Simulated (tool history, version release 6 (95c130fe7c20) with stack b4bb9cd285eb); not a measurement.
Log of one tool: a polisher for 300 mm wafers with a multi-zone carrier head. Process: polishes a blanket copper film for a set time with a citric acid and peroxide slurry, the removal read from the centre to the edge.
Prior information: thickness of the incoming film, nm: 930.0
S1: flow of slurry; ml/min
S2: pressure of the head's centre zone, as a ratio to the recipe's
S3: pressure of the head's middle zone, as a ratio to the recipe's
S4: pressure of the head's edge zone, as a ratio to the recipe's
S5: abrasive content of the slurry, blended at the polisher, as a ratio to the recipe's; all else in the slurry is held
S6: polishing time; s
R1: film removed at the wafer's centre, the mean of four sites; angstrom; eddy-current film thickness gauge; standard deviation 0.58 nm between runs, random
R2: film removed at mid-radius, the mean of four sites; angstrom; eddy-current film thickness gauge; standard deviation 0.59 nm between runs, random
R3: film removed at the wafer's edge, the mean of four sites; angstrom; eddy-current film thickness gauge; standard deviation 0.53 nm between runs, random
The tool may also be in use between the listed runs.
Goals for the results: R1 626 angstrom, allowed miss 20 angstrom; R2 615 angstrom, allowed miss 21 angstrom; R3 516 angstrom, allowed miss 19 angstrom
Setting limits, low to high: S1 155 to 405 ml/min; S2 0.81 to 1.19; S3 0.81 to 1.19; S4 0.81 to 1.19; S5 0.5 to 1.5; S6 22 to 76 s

| run | day | S1 | S2 | S3 | S4 | S5 | S6 | R1 | R2 | R3 |
|---|---|---|---|---|---|---|---|---|---|---|
| 1 | 0 | 260 | 1 | 1 | 1 | 1 | 49 | 623.25 | 607.63 | 618.72 |
| 2 | 0.179 | 260 | 1.01 | 1.01 | 0.98 | 0.95 | 49 | 619.5 | 593.07 | 604.15 |
| 3 | 0.542 | 265 | 1.02 | 1.03 | 0.96 | 0.95 | 49 | 621.13 | 611.18 | 609.81 |
| 4 | 0.671 | 265 | 1.04 | 1.05 | 0.94 | 0.95 | 48 | 631.51 | 608.53 | 579.07 |
| 5 | 0.942 | 265 | 1.04 | 1.05 | 0.94 | 1.1 | 48 | 642.46 | 633.79 | 595.39 |
| 6 | 1.171 | 265 | 1.09 | 1.05 | 0.94 | 1.1 | 48 | 666.41 | 626.99 | 608.85 |
| 7 | 1.517 | 265 | 1.09 | 1.06 | 0.92 | 1.05 | 48 | 659.14 | 626.51 | 587.91 |
| 8 | 1.796 | 260 | 1.09 | 1.07 | 0.91 | 1.05 | 48 | 658.67 | 630.4 | 586.96 |
| 9 | 1.938 | 260 | 1.09 | 1.08 | 0.9 | 1 | 48 | 661.51 | 626.77 | 581.44 |
| 10 | 2.029 | 260 | 1.09 | 1.09 | 0.89 | 1 | 48 | 643.28 | 631.68 | 584.02 |
| 11 | 2.296 | 275 | 1.1 | 1.1 | 0.88 | 1 | 47 | 650.89 | 619.58 | 562.75 |
| 12 | 2.467 | 280 | 1.1 | 1.11 | 0.87 | 1 | 47 | 653.78 | 640.4 | 560.47 |
| 13 | 2.588 | 285 | 1.1 | 1.11 | 0.86 | 1 | 47 | 651.58 | 638.69 | 560.79 |
| 14 | 2.779 | 250 | 1.12 | 1.14 | 0.81 | 0.8 | 46 | 597.04 | 598.64 | 497.46 |
| 15 | 2.833 | 255 | 1.12 | 1.14 | 0.81 | 0.8 | 46 | 604.89 | 596.93 | 502.95 |
| 16 | 3.004 | 260 | 1.12 | 1.14 | 0.81 | 0.8 | 46 | 608.87 | 588.84 | 500.62 |

Which single option among these 5 for the next run brings every result within its allowed miss of target? Just one does.
| A | 3.175 | 205 | 1.05 | 1.18 | 0.85 | 0.65 | 50 | ? | ? | ? |
| B | 3.175 | 295 | 1.06 | 1.08 | 0.9 | 0.95 | 43 | ? | ? | ? |
| C | 3.175 | 340 | 1.19 | 1.09 | 0.83 | 0.6 | 45 | ? | ? | ? |
| D | 3.175 | 295 | 1.19 | 1.07 | 0.81 | 0.9 | 44 | ? | ? | ? |
| E | 3.175 | 335 | 1.14 | 1.15 | 0.82 | 0.75 | 46 | ? | ? | ? |

| move | R1 | R2 | R3 |
|---|---|---|---|
| A | 560.64 | 621.55 | 517.85 |
| B | 561.62 | 569.91 | 518.71 |
| C | 585.06 | 544.59 | 474.81 |
| D | 621.94 | 570.77 | 502.61 |
| E | 609.63 | 614.97 | 509.32 |
A: brings the result that was furthest off to its target, and leaves another outside
B: lands further from the targets than the last run did
C: lands further from the targets than the last run did
D: lands further from the targets than the last run did
E: in spec on every target
Answer: E
